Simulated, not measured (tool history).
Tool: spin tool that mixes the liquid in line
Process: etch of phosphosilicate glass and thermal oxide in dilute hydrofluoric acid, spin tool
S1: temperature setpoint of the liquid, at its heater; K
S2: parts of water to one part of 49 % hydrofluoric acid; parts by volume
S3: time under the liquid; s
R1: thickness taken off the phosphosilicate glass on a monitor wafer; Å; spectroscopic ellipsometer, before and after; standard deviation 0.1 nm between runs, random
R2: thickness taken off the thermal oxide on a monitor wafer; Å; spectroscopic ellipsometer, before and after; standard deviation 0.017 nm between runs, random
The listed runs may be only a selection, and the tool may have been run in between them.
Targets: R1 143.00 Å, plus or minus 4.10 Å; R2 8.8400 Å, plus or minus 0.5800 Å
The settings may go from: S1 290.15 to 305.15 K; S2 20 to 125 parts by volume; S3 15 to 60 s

| run | hour | S1 | S2 | S3 | R1 | R2 |
|---|---|---|---|---|---|---|
| 1 | 0.0 | 297.15 | 70 | 30 | 347.21 | 20.6060 |
| 2 | 0.8 | 295.15 | 80 | 30 | 269.77 | 17.0100 |
| 3 | 5.6 | 295.15 | 90 | 30 | 238.75 | 15.5160 |
| 4 | 12.2 | 295.15 | 100 | 30 | 212.79 | 13.1950 |
| 5 | 14.6 | 295.15 | 100 | 40 | 283.19 | 17.9390 |
| 6 | 15.7 | 294.65 | 105 | 35 | 227.85 | 14.4920 |
| 7 | 23.1 | 294.65 | 105 | 35 | 230.45 | 14.3050 |
| 8 | 31.5 | 293.65 | 110 | 35 | 209.42 | 12.7730 |
| 9 | 39.1 | 293.65 | 115 | 35 | 197.35 | 12.1510 |
| 10 | 39.6 | 292.65 | 120 | 35 | 181.84 | 11.3940 |
| 11 | 41.8 | 292.15 | 120 | 35 | 179.64 | 10.8190 |
| 12 | 47.2 | 292.65 | 120 | 35 | 184.11 | 11.2200 |
| 13 | 56.1 | 292.65 | 125 | 30 | 147.77 | 9.2735 |
| 14 | 62.2 | 292.65 | 125 | 30 | 149.60 | 9.2557 |

Of the 4 settings listed for the next run, only one would bring every result within its allowed miss of target. Which one?
| A | 68.3 | 296.65 | 115 | 25 | ? | ? |
| B | 68.3 | 291.65 | 125 | 30 | ? | ? |
| C | 68.3 | 294.15 | 125 | 30 | ? | ? |
| D | 68.3 | 302.15 | 120 | 20 | ? | ? |

| move | R1 | R2 |
|---|---|---|
| A | 161.35 | 10.0110 |
| B | 144.10 | 8.9408 |
| C | 159.46 | 9.8939 |
| D | 151.74 | 9.4145 |
A: lands further from the targets than the last run did
B: in spec on every target
C: lands further from the targets than the last run did
D: lands further from the targets than the last run did
Go with B: it meets all targets.
